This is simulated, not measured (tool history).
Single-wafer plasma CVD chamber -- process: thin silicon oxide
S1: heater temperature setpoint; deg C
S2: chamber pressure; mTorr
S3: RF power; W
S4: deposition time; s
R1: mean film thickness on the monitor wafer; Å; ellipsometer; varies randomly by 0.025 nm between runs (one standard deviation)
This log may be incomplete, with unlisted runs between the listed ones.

{"run": 1, "day": 0.0, "S1": 400, "S2": 620, "S3": 210, "S4": 6.84, "R1": 80.777}
{"run": 2, "day": 0.362, "S1": 407, "S2": 620, "S3": 210, "S4": 6.84, "R1": 80.891}
{"run": 3, "day": 0.458, "S1": 407, "S2": 613, "S3": 210, "S4": 6.84, "R1": 78.912}
{"run": 4, "day": 0.8, "S1": 407, "S2": 609, "S3": 210, "S4": 6.84, "R1": 79.091}
{"run": 5, "day": 1.025, "S1": 397, "S2": 609, "S3": 210, "S4": 6.84, "R1": 79.27}
{"run": 6, "day": 1.1, "S1": 397, "S2": 604, "S3": 210, "S4": 6.84, "R1": 79.382}
{"run": 7, "day": 1.304, "S1": 398, "S2": 599, "S3": 210, "S4": 6.84, "R1": 78.136}

Forecast run 8:
{"run": 8, "day": 1.471, "S1": 398, "S2": 595, "S3": 210, "S4": 6.84, "R1": "?"}

{"run 8": {"R1": 78.19}}

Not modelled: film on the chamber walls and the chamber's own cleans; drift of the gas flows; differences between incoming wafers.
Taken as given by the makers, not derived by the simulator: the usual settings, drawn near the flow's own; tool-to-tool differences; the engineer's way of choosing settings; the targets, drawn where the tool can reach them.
